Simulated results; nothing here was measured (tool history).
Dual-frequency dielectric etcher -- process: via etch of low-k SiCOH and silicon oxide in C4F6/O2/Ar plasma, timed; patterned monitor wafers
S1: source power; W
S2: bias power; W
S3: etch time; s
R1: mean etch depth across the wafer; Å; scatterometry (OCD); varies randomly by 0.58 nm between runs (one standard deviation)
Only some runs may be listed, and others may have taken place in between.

| run | day | S1 | S2 | S3 | R1 |
|---|---|---|---|---|---|
| 1 | 0 | 400 | 211 | 51.5 | 1394.1 |
| 2 | 0.075 | 350 | 200 | 51.5 | 1290 |
| 3 | 0.15 | 350 | 181 | 51.5 | 1245.3 |
| 4 | 0.458 | 330 | 179 | 51.5 | 1212.3 |
| 5 | 0.742 | 330 | 179 | 54 | 1262.5 |
| 6 | 0.833 | 380 | 179 | 54 | 1355.6 |
| 7 | 0.971 | 340 | 176 | 54 | 1280.8 |
| 8 | 1.033 | 310 | 174 | 54 | 1237.7 |

What does the tool deliver on the next run?
| 9 | 1.408 | 290 | 172 | 54 | ? |

Run 9 came out at R1 1187.3 Å.
